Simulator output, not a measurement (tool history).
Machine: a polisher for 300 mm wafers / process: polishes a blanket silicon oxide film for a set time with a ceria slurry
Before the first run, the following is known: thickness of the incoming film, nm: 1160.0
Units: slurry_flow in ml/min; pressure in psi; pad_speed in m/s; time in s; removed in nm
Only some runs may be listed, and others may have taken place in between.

run 1 hour=0 | slurry_flow=230 pressure=2.1 pad_speed=0.98 time=47 | removed=142.48
run 2 hour=7.1 | slurry_flow=230 pressure=1.9 pad_speed=0.98 time=47 | removed=129.62
run 3 hour=11 | slurry_flow=250 pressure=1.9 pad_speed=0.98 time=47 | removed=132.94
run 4 hour=19.9 | slurry_flow=250 pressure=1.9 pad_speed=0.98 time=47 | removed=132.27
run 5 hour=21.4 | slurry_flow=250 pressure=2.4 pad_speed=0.98 time=47 | removed=163.63
run 6 hour=26.4 | slurry_flow=250 pressure=2.6 pad_speed=0.98 time=47 | removed=177.3
run 7 hour=30.8 | slurry_flow=250 pressure=2.3 pad_speed=0.96 time=47 | removed=152.44

Run 8 is up next; what results do you expect?
run 8 hour=36.1 | slurry_flow=250 pressure=2.1 pad_speed=0.96 time=47 | removed=?

removed: 139.91 nm
